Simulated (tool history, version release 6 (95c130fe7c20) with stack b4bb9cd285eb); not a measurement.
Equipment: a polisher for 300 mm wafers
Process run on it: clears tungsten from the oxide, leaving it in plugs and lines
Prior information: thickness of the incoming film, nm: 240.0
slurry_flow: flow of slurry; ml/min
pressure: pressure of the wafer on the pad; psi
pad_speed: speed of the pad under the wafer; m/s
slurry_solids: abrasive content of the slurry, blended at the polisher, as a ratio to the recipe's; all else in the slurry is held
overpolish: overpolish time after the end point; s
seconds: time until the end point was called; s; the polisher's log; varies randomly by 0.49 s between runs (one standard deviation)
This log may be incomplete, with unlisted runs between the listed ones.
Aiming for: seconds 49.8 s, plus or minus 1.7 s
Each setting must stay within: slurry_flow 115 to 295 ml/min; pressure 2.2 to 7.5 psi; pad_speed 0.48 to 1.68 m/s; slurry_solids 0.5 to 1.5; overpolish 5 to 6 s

run 1 hour=0 | slurry_flow=190 pressure=4.8 pad_speed=1.08 slurry_solids=1 overpolish=6 | seconds=31.183
run 2 hour=7.9 | slurry_flow=190 pressure=4.8 pad_speed=1.08 slurry_solids=0.85 overpolish=6 | seconds=32.724
run 3 hour=14.6 | slurry_flow=170 pressure=4.8 pad_speed=1.08 slurry_solids=0.85 overpolish=6 | seconds=33.142
run 4 hour=18.3 | slurry_flow=170 pressure=4.8 pad_speed=1.08 slurry_solids=0.7 overpolish=6 | seconds=35.207
run 5 hour=21.7 | slurry_flow=170 pressure=4.8 pad_speed=1.08 slurry_solids=0.8 overpolish=6 | seconds=33.88
run 6 hour=22.6 | slurry_flow=170 pressure=4.8 pad_speed=0.94 slurry_solids=0.8 overpolish=6 | seconds=38.115
run 7 hour=29.3 | slurry_flow=170 pressure=4.6 pad_speed=0.94 slurry_solids=0.8 overpolish=6 | seconds=39.524
run 8 hour=36.4 | slurry_flow=170 pressure=4.6 pad_speed=0.94 slurry_solids=0.8 overpolish=6 | seconds=39.457
run 9 hour=44.2 | slurry_flow=170 pressure=4.6 pad_speed=0.94 slurry_solids=0.8 overpolish=6 | seconds=39.141
run 10 hour=46.2 | slurry_flow=170 pressure=4.4 pad_speed=0.94 slurry_solids=0.8 overpolish=6 | seconds=40.263
run 11 hour=50.1 | slurry_flow=170 pressure=4.2 pad_speed=0.94 slurry_solids=0.8 overpolish=6 | seconds=41.427
run 12 hour=58.6 | slurry_flow=170 pressure=4.2 pad_speed=0.94 slurry_solids=0.8 overpolish=6 | seconds=40.515
run 13 hour=64.1 | slurry_flow=170 pressure=3.9 pad_speed=0.94 slurry_solids=0.8 overpolish=6 | seconds=43.549
run 14 hour=68.8 | slurry_flow=170 pressure=3.7 pad_speed=0.94 slurry_solids=0.8 overpolish=6 | seconds=44.617
run 15 hour=73.6 | slurry_flow=170 pressure=3.6 pad_speed=0.94 slurry_solids=0.8 overpolish=6 | seconds=45.181
run 16 hour=76.4 | slurry_flow=170 pressure=3.5 pad_speed=0.94 slurry_solids=0.8 overpolish=6 | seconds=46.044
run 17 hour=83.3 | slurry_flow=170 pressure=3.4 pad_speed=0.94 slurry_solids=0.8 overpolish=6 | seconds=46.254
run 18 hour=90.7 | slurry_flow=170 pressure=3.3 pad_speed=0.94 slurry_solids=0.8 overpolish=6 | seconds=47.299

Exactly one of the 5 candidate moves below puts every result within its allowed miss. Which one?
run A hour=98.1 | slurry_flow=150 pressure=3.1 pad_speed=1.12 slurry_solids=0.75 overpolish=5 | seconds=?
run B hour=98.1 | slurry_flow=190 pressure=4.5 pad_speed=0.78 slurry_solids=0.85 overpolish=5 | seconds=?
run C hour=98.1 | slurry_flow=130 pressure=2.4 pad_speed=1.18 slurry_solids=0.65 overpolish=6 | seconds=?
run D hour=98.1 | slurry_flow=120 pressure=3.8 pad_speed=0.94 slurry_solids=0.95 overpolish=6 | seconds=?
run E hour=98.1 | slurry_flow=170 pressure=4 pad_speed=0.82 slurry_solids=0.55 overpolish=6 | seconds=?

move=A seconds=43.032
move=B seconds=44.889
move=C seconds=49.698
move=D seconds=44.679
move=E seconds=52.765
A: moves away from the targets compared with the last run
B: moves away from the targets compared with the last run
C: meets every target
D: moves away from the targets compared with the last run
E: carries the result that was furthest off beyond its target, to the other side
Go with C: it meets all targets.
